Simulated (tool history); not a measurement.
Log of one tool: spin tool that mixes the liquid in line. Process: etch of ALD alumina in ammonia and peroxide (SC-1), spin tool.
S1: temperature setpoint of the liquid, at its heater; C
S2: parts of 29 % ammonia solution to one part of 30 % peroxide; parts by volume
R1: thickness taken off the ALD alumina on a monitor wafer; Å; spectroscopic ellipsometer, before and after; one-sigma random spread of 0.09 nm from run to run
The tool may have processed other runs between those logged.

Run 1, hour 0.0: S1 55.0 C, S2 0.60 parts by volume, time under the liquid (s) 265. Result: R1 116.22 Å.
Run 2, hour 7.2: S1 55.0 C, S2 0.60 parts by volume, time under the liquid (s) 285. Result: R1 123.97 Å.
Run 3, hour 13.9: S1 57.5 C, S2 0.60 parts by volume, time under the liquid (s) 285. Result: R1 145.41 Å.
Run 4, hour 15.5: S1 57.5 C, S2 0.60 parts by volume, time under the liquid (s) 265. Result: R1 132.85 Å.
Run 5, hour 16.6: S1 57.5 C, S2 0.70 parts by volume, time under the liquid (s) 265. Result: R1 135.18 Å.
Run 6, hour 19.3: S1 57.5 C, S2 0.85 parts by volume, time under the liquid (s) 265. Result: R1 138.67 Å.
Run 7, hour 26.1: S1 56.5 C, S2 0.85 parts by volume, time under the liquid (s) 265. Result: R1 131.30 Å.

Forecast run 8:
Run 8, hour 29.3: S1 56.0 C, S2 0.85 parts by volume, time under the liquid (s) 265. Result: R1 ?.

Logged for run 8: R1 125.93 Å.

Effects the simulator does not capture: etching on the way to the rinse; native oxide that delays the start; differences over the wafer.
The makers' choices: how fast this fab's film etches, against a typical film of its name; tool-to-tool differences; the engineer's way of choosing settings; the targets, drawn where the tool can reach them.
